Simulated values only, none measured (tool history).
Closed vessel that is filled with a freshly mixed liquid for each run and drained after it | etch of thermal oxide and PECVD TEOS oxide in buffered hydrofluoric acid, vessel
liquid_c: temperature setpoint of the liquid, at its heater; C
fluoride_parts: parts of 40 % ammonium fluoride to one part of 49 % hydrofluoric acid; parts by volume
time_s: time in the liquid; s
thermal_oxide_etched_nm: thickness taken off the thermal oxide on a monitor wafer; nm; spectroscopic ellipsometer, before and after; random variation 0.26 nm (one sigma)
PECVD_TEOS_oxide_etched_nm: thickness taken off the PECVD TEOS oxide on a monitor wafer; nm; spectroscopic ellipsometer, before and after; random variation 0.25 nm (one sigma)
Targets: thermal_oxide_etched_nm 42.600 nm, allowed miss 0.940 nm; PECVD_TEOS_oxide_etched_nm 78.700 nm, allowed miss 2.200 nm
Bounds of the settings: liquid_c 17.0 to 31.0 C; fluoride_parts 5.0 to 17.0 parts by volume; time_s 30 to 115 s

run,day,liquid_c,fluoride_parts,time_s,thermal_oxide_etched_nm,PECVD_TEOS_oxide_etched_nm
1,0.000,23.0,10.5,60,59.199,109.530
2,0.262,22.5,10.5,60,57.791,106.140
3,0.475,22.5,10.5,70,67.416,124.320
4,0.567,21.0,10.5,70,61.332,114.040
5,0.767,21.0,8.0,70,78.354,145.200
6,1.058,20.5,8.5,70,71.641,132.770
7,1.321,20.0,9.0,70,65.325,120.630
8,1.558,19.5,9.0,70,63.628,117.480
9,1.850,19.0,9.5,70,60.320,109.730
10,2.042,19.0,10.0,70,57.951,107.090
11,2.338,19.0,10.5,70,55.269,101.620
12,2.612,17.0,12.5,70,41.215,77.231

Which of these 4 next moves meets every target?
A,2.888,17.0,13.0,75,?,?
B,2.888,18.5,14.5,80,?,?
C,2.888,18.0,7.5,40,?,?
D,2.888,17.0,14.0,75,?,?

move,thermal_oxide_etched_nm,PECVD_TEOS_oxide_etched_nm
A,42.898,79.381
B,44.766,82.838
C,40.760,75.424
D,39.887,73.809
A: meets every target
B: takes the result that was furthest off past its target
C: further off than the last run
D: further off than the last run
Answer: A
